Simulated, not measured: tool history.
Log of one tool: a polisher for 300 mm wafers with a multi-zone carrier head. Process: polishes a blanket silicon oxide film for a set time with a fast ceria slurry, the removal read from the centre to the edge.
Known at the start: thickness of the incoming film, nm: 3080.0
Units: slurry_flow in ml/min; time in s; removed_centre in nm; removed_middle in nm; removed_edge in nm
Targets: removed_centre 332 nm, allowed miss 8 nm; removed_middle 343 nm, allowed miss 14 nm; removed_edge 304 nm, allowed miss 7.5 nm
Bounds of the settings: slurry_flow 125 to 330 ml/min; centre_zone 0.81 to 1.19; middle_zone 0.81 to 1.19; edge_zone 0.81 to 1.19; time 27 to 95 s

run	hour	slurry_flow	centre_zone	middle_zone	edge_zone	time	removed_centre	removed_middle	removed_edge
1	0	210	1	1	1	61	466.34	472.63	464.68
2	2.7	210	0.93	1	1	61	438.17	475.64	457.5
3	6.9	210	0.93	0.92	1	61	437.14	441.39	466.23
4	9.8	210	0.93	0.92	0.96	61	433.11	441.9	461.93
5	14.2	210	0.93	1	0.96	61	439.96	466.85	459.84
6	17.7	210	0.95	1.02	0.95	56	411.15	434.46	421.65
7	26.2	210	0.97	1.05	0.94	52	382.33	408.07	391.5
8	28.4	210	0.99	1.08	0.92	50	382.39	398.35	370.69
9	30.9	205	0.99	1.09	0.9	49	369.9	405.55	362.88
10	35.2	205	1	1.09	0.89	47	358	378.29	349.8
11	35.9	200	1.01	1.1	0.88	46	353.26	376.37	339.53
12	39.7	200	1.01	1.1	0.88	46	354.23	378.08	338.15
13	46.4	155	1.02	1.07	0.81	42	313.84	321.28	292.85
14	51.3	165	1.02	1.08	0.81	42	315.16	328.91	295.05
15	57.6	170	1.02	1.08	0.81	42	321.63	331.74	293.58
16	59.1	175	1.02	1.08	0.81	42	319.31	332.29	297.73
17	66.9	180	1.02	1.08	0.81	42	320.17	332.41	298.34
18	74.1	185	1.02	1.08	0.81	42	318.06	333.06	295.54
19	77.9	190	1.02	1.08	0.82	42	321.71	341.77	303.39

4 next moves are on the table. One of them brings every result within its allowed miss. Which?
A	81.7	175	1.02	1.06	0.81	41	?	?	?
B	81.7	215	1.03	1.08	0.82	42	?	?	?
C	81.7	205	1.03	1.14	0.81	40	?	?	?
D	81.7	200	0.91	1.11	0.87	42	?	?	?

move	removed_centre	removed_middle	removed_edge
A	306.71	316.25	289.48
B	326.55	337.23	303.37
C	309.1	332.11	286.57
D	289.83	341.1	305.95
A: further off than the last run
B: meets every target
C: further off than the last run
D: further off than the last run
Move B is the one to make.
